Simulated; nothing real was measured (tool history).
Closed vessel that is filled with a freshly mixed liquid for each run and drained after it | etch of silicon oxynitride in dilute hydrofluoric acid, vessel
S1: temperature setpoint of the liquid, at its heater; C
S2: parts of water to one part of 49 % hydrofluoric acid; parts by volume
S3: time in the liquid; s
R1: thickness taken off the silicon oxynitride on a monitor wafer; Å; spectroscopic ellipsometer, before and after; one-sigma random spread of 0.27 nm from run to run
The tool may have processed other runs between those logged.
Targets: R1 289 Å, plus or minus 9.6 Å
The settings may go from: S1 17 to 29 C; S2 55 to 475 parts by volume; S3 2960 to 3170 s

run 1 hour=0 | S1=21 S2=265 S3=2960 | R1=447.6
run 2 hour=4.8 | S1=20 S2=280 S3=2960 | R1=404.97
run 3 hour=8.9 | S1=20 S2=355 S3=2960 | R1=302.19
run 4 hour=16.9 | S1=20 S2=445 S3=2960 | R1=228.33
run 5 hour=18.6 | S1=18.5 S2=445 S3=2960 | R1=215.78
run 6 hour=26.6 | S1=18.5 S2=475 S3=2960 | R1=198.87
run 7 hour=28.7 | S1=21 S2=465 S3=2960 | R1=227.21
run 8 hour=36.4 | S1=22.5 S2=465 S3=2960 | R1=242.3
run 9 hour=39.6 | S1=23.5 S2=465 S3=2960 | R1=252.18
run 10 hour=42.9 | S1=24 S2=465 S3=2960 | R1=249.71
run 11 hour=45.1 | S1=25 S2=465 S3=2960 | R1=261.1
run 12 hour=53.6 | S1=25.5 S2=465 S3=2960 | R1=272.64
run 13 hour=60 | S1=26 S2=465 S3=2960 | R1=281.7

Which single option among these 4 for the next run brings every result within its allowed miss of target? Just one does.
run A hour=66.4 | S1=26 S2=475 S3=3170 | R1=?
run B hour=66.4 | S1=24.5 S2=465 S3=3060 | R1=?
run C hour=66.4 | S1=26.5 S2=450 S3=3080 | R1=?
run D hour=66.4 | S1=23.5 S2=460 S3=3115 | R1=?

move=A R1=283.29
move=B R1=265.22
move=C R1=300.91
move=D R1=263.15
A: hits every target within its allowed miss
B: further off than the last run
C: pushes the last run's worst result past its target
D: further off than the last run
A meets every target.

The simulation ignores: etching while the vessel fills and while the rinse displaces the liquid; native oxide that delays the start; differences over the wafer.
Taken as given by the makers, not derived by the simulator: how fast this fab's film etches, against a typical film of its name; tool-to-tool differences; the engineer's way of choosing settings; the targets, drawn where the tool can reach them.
